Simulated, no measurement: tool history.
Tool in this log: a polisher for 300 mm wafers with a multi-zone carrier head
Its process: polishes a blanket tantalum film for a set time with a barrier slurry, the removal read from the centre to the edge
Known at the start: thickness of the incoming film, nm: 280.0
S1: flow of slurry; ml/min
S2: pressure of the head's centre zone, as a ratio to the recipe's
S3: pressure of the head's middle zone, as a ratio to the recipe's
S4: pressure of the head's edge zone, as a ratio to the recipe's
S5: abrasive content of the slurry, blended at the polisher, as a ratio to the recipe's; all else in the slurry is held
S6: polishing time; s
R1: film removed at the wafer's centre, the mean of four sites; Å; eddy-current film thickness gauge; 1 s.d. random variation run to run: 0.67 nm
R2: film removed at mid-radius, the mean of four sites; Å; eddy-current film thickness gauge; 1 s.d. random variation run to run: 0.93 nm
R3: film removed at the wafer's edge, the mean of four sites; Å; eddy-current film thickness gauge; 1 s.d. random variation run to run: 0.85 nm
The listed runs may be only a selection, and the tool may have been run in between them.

| run | hour | S1 | S2 | S3 | S4 | S5 | S6 | R1 | R2 | R3 |
|---|---|---|---|---|---|---|---|---|---|---|
| 1 | 0 | 265 | 1 | 1 | 1 | 1 | 66 | 909.75 | 911.44 | 941.26 |
| 2 | 4.9 | 265 | 1 | 1.08 | 1 | 1 | 66 | 917.17 | 932.22 | 923.2 |
| 3 | 12.6 | 320 | 1 | 1.08 | 1 | 1 | 66 | 930.74 | 980.77 | 936.75 |
| 4 | 14.2 | 300 | 0.99 | 1.05 | 1 | 0.95 | 66 | 914.09 | 924.41 | 942.74 |
| 5 | 18.7 | 290 | 0.97 | 1.05 | 0.99 | 0.9 | 66 | 880.17 | 922.99 | 910.69 |
| 6 | 24.5 | 290 | 0.97 | 1.09 | 0.99 | 0.9 | 66 | 883.35 | 934.28 | 911.84 |
| 7 | 32.6 | 275 | 0.96 | 1.07 | 1 | 0.85 | 66 | 850.3 | 893.41 | 891.77 |
| 8 | 33.8 | 275 | 0.96 | 1.07 | 1 | 0.85 | 66 | 846.86 | 897.38 | 891.1 |
| 9 | 35.5 | 260 | 0.96 | 1.05 | 1.01 | 0.85 | 66 | 837.81 | 892.28 | 875.16 |
| 10 | 37.6 | 260 | 0.95 | 1 | 1 | 0.85 | 66 | 826.53 | 859.36 | 893.38 |
| 11 | 40.4 | 250 | 0.95 | 0.98 | 1 | 0.85 | 66 | 816.7 | 855.58 | 889.27 |
| 12 | 45.9 | 245 | 0.95 | 0.96 | 1.01 | 0.85 | 66 | 830.32 | 833.98 | 895.46 |

What will run 13 give?
| 13 | 53.5 | 235 | 0.94 | 0.95 | 1.01 | 0.85 | 66 | ? | ? | ? |

Run 13 came out at R1 805.49 Å, R2 803.35 Å, R3 887.62 Å.
